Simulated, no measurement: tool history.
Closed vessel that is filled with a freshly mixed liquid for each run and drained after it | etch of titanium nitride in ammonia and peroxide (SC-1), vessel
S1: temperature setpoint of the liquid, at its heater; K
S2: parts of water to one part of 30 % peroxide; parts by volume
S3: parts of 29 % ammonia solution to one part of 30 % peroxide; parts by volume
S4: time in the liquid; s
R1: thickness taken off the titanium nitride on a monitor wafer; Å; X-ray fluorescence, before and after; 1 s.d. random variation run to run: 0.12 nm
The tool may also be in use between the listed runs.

{"run": 1, "day": 0.0, "S1": 323.15, "S2": 19, "S3": 0.6, "S4": 265, "R1": 103.75}
{"run": 2, "day": 0.3, "S1": 317.65, "S2": 19, "S3": 0.6, "S4": 265, "R1": 69.419}
{"run": 3, "day": 0.646, "S1": 321.65, "S2": 19, "S3": 0.6, "S4": 265, "R1": 93.245}
{"run": 4, "day": 0.904, "S1": 321.65, "S2": 19, "S3": 0.6, "S4": 285, "R1": 99.447}
{"run": 5, "day": 1.104, "S1": 324.15, "S2": 19, "S3": 0.6, "S4": 285, "R1": 118.78}
{"run": 6, "day": 1.242, "S1": 326.15, "S2": 19, "S3": 0.6, "S4": 285, "R1": 136.94}
{"run": 7, "day": 1.55, "S1": 326.15, "S2": 19, "S3": 0.6, "S4": 285, "R1": 137.27}
{"run": 8, "day": 1.596, "S1": 327.65, "S2": 19, "S3": 0.6, "S4": 285, "R1": 151.03}

Run 9 is up next; what results do you expect?
{"run": 9, "day": 1.779, "S1": 329.15, "S2": 19, "S3": 0.6, "S4": 285, "R1": "?"}

R1: 166.600 Å
